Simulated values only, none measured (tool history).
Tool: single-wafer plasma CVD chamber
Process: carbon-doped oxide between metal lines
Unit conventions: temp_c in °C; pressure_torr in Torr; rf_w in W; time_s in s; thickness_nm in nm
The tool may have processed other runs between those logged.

run 1 hour=0.0 | temp_c=340 pressure_torr=5.20 rf_w=625 time_s=6.52 | thickness_nm=39.130
run 2 hour=0.7 | temp_c=344 pressure_torr=4.96 rf_w=565 time_s=6.43 | thickness_nm=35.274
run 3 hour=2.2 | temp_c=344 pressure_torr=4.96 rf_w=620 time_s=6.43 | thickness_nm=37.590
run 4 hour=4.6 | temp_c=344 pressure_torr=4.96 rf_w=620 time_s=6.52 | thickness_nm=38.044
run 5 hour=8.9 | temp_c=344 pressure_torr=4.96 rf_w=650 time_s=6.52 | thickness_nm=39.240
run 6 hour=16.1 | temp_c=346 pressure_torr=4.76 rf_w=595 time_s=6.43 | thickness_nm=36.084
run 7 hour=18.6 | temp_c=348 pressure_torr=4.60 rf_w=555 time_s=6.37 | thickness_nm=33.688

Run 8 is up next; what results do you expect?
run 8 hour=22.0 | temp_c=354 pressure_torr=3.89 rf_w=455 time_s=6.24 | thickness_nm=?

Run 8 produced thickness_nm 27.359 nm.
